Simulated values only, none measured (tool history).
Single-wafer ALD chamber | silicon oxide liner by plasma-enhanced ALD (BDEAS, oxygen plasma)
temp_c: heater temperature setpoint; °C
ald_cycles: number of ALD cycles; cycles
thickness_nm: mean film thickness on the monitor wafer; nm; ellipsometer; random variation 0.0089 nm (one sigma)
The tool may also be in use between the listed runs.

Run 1, hour 0: temp_c 325 °C, ald_cycles 36 cycles. Result: thickness_nm 3.4032 nm.
Run 2, hour 8.5: temp_c 333 °C, ald_cycles 36 cycles. Result: thickness_nm 3.3544 nm.
Run 3, hour 9.6: temp_c 333 °C, ald_cycles 35 cycles. Result: thickness_nm 3.2652 nm.
Run 4, hour 16.5: temp_c 333 °C, ald_cycles 33 cycles. Result: thickness_nm 3.0744 nm.
Run 5, hour 18.8: temp_c 333 °C, ald_cycles 36 cycles. Result: thickness_nm 3.3654 nm.
Run 6, hour 25.5: temp_c 333 °C, ald_cycles 35 cycles. Result: thickness_nm 3.2667 nm.
Run 7, hour 26.9: temp_c 333 °C, ald_cycles 35 cycles. Result: thickness_nm 3.2542 nm.
Run 8, hour 29.1: temp_c 333 °C, ald_cycles 34 cycles. Result: thickness_nm 3.1684 nm.

Run 9 comes next. What will it give?
Run 9, hour 32.2: temp_c 336 °C, ald_cycles 28 cycles. Result: thickness_nm ?.

{"run 9": {"thickness_nm": 2.6077}}

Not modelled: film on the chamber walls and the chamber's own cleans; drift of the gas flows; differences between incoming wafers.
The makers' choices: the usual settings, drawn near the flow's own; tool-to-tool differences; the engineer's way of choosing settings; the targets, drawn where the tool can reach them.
